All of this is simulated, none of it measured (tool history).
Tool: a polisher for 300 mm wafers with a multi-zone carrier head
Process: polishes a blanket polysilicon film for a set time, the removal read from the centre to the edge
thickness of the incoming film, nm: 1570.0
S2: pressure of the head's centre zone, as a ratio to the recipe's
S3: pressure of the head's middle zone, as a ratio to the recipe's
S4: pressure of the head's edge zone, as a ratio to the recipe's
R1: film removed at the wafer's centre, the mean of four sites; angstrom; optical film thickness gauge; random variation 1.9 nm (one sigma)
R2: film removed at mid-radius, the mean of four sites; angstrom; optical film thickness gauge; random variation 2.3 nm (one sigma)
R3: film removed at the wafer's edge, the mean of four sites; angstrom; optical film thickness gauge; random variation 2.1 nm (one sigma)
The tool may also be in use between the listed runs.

Run 1, day 0: flow of slurry (ml/min) 205, S2 1, S3 1, S4 1, polishing time (s) 46. Result: R1 4426.9 angstrom, R2 4266.3 angstrom, R3 4232 angstrom.
Run 2, day 0.075: flow of slurry (ml/min) 200, S2 0.98, S3 0.99, S4 0.98, polishing time (s) 43. Result: R1 3986.1 angstrom, R2 3916.5 angstrom, R3 3906.5 angstrom.
Run 3, day 0.3: flow of slurry (ml/min) 200, S2 0.97, S3 0.99, S4 0.96, polishing time (s) 40. Result: R1 3732.4 angstrom, R2 3692.6 angstrom, R3 3598.2 angstrom.
Run 4, day 0.383: flow of slurry (ml/min) 195, S2 0.95, S3 0.98, S4 0.95, polishing time (s) 38. Result: R1 3447.8 angstrom, R2 3519.6 angstrom, R3 3328.7 angstrom.
Run 5, day 0.592: flow of slurry (ml/min) 190, S2 0.93, S3 0.96, S4 0.95, polishing time (s) 36. Result: R1 3230.3 angstrom, R2 3215.5 angstrom, R3 3238.4 angstrom.
Run 6, day 0.738: flow of slurry (ml/min) 190, S2 0.93, S3 0.96, S4 0.9, polishing time (s) 36. Result: R1 3157.2 angstrom, R2 3157.9 angstrom, R3 3181.8 angstrom.
Run 7, day 0.967: flow of slurry (ml/min) 180, S2 0.89, S3 1.01, S4 0.82, polishing time (s) 23. Result: R1 1914.7 angstrom, R2 2136.3 angstrom, R3 1895 angstrom.
Run 8, day 1.333: flow of slurry (ml/min) 235, S2 0.87, S3 0.98, S4 0.92, polishing time (s) 23. Result: R1 1947.1 angstrom, R2 2134.8 angstrom, R3 2056.8 angstrom.
Run 9, day 1.383: flow of slurry (ml/min) 235, S2 0.88, S3 0.98, S4 0.93, polishing time (s) 23. Result: R1 1979.9 angstrom, R2 2108.3 angstrom, R3 2105.2 angstrom.
Run 10, day 1.592: flow of slurry (ml/min) 235, S2 0.89, S3 0.99, S4 0.94, polishing time (s) 23. Result: R1 1968.5 angstrom, R2 2175.9 angstrom, R3 2085.9 angstrom.

Forecast run 11:
Run 11, day 1.904: flow of slurry (ml/min) 235, S2 0.9, S3 0.99, S4 0.95, polishing time (s) 23. Result: R1 ?, R2 ?, R3 ?.

Run 11 gave R1 2020.9 angstrom, R2 2174.3 angstrom, R3 2115.8 angstrom.
